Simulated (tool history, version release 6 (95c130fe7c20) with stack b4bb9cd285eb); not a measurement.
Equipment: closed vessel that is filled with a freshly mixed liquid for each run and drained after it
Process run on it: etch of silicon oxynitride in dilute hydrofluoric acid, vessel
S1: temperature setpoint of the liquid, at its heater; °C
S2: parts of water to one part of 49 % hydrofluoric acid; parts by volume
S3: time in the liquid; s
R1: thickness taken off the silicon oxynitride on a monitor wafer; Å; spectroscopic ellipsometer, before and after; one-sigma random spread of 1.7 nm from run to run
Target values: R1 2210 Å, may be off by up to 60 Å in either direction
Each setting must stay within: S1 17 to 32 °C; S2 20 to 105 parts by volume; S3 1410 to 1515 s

run    day    S1  S2    S3      R1
  1      0    24  55  1410   793.8
  2  0.333    25  50  1410  921.25
  3  0.454    25  50  1410  931.49
  4  0.767    25  50  1515    1006
  5   0.95    25  60  1515  833.51
  6  1.079    25  75  1515  654.17
  7   1.35    26  70  1515  737.99
  8  1.671    30  45  1515  1419.3
  9  1.792  30.5  40  1515  1645.7
 10  2.071  31.5  35  1515  1961.3

Consider the 5 candidate settings below. Which is the only one whose results all fall within their allowed miss of target?
  A  2.35    32  30  1515   ?
  B  2.35  31.5  30  1460   ?
  C  2.35    29  35  1460   ?
  D  2.35  29.5  30  1505   ?
  E  2.35  31.5  30  1515   ?

move      R1
   A  2405.9
   B    2265
   C  1717.5
   D  2124.5
   E  2350.3
A: the result that was furthest off in the last run now lies on the other side of its target
B: hits every target within its allowed miss
C: misses by more than the last run did
D: closer than the last run, but not yet in spec
E: the result that was furthest off in the last run now lies on the other side of its target
B is the move that brings every result within its allowed miss.
